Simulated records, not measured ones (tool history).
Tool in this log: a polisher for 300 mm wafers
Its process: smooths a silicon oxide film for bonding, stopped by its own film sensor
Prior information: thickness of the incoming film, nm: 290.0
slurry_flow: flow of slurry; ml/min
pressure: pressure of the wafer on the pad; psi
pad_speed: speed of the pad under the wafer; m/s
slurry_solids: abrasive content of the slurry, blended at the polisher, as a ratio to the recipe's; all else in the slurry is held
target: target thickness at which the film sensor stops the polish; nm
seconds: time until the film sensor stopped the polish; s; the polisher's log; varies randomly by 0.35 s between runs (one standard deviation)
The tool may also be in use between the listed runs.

Run 1, hour 0: slurry_flow 220 ml/min, pressure 1.5 psi, pad_speed 0.86 m/s, slurry_solids 1, target 267 nm. Result: seconds 40.496 s.
Run 2, hour 8: slurry_flow 220 ml/min, pressure 1.5 psi, pad_speed 0.86 m/s, slurry_solids 1, target 267 nm. Result: seconds 40.233 s.
Run 3, hour 16.7: slurry_flow 220 ml/min, pressure 1.6 psi, pad_speed 0.86 m/s, slurry_solids 1, target 267 nm. Result: seconds 37.365 s.
Run 4, hour 25.2: slurry_flow 220 ml/min, pressure 1.6 psi, pad_speed 0.98 m/s, slurry_solids 1, target 267 nm. Result: seconds 34.472 s.
Run 5, hour 26.3: slurry_flow 220 ml/min, pressure 1.6 psi, pad_speed 0.8 m/s, slurry_solids 1, target 267 nm. Result: seconds 40.395 s.
Run 6, hour 30.9: slurry_flow 220 ml/min, pressure 1.9 psi, pad_speed 0.8 m/s, slurry_solids 1, target 267 nm. Result: seconds 34.271 s.
Run 7, hour 33.2: slurry_flow 220 ml/min, pressure 2 psi, pad_speed 0.8 m/s, slurry_solids 1, target 267 nm. Result: seconds 32.563 s.

Run 8 has not been measured yet. What should we expect?
Run 8, hour 41.3: slurry_flow 220 ml/min, pressure 2.1 psi, pad_speed 0.82 m/s, slurry_solids 1, target 267 nm. Result: seconds ?.

seconds: 30.342 s
